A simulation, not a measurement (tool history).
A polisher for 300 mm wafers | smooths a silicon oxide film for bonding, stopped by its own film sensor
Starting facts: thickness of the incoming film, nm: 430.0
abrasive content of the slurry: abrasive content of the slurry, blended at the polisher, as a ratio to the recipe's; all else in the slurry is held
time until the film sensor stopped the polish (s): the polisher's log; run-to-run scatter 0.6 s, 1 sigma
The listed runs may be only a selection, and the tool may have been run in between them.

run	hour	flow of slurry (ml/min)	pressure of the wafer on the pad (kPa)	speed of the pad under the wafer (m/s)	abrasive content of the slurry	target thickness at which the film sensor stops the polish (nm)	time until the film sensor stopped the polish (s)
1	0.0	125	12.4	1.02	1.0	358	97.282
2	6.9	155	12.4	1.02	1.0	358	93.364
3	14.4	155	12.4	1.02	1.0	358	93.786
4	15.6	160	13.1	1.02	1.0	358	89.562
5	19.9	185	13.1	1.02	1.0	358	87.012
6	26.8	185	13.8	1.02	1.0	358	84.791
7	31.2	185	14.5	1.02	1.0	358	79.884

Run 8, settings as shown, results not yet in. Your forecast:
8	32.7	185	15.2	1.02	1.0	358	?

time until the film sensor stopped the polish (s): 77.801

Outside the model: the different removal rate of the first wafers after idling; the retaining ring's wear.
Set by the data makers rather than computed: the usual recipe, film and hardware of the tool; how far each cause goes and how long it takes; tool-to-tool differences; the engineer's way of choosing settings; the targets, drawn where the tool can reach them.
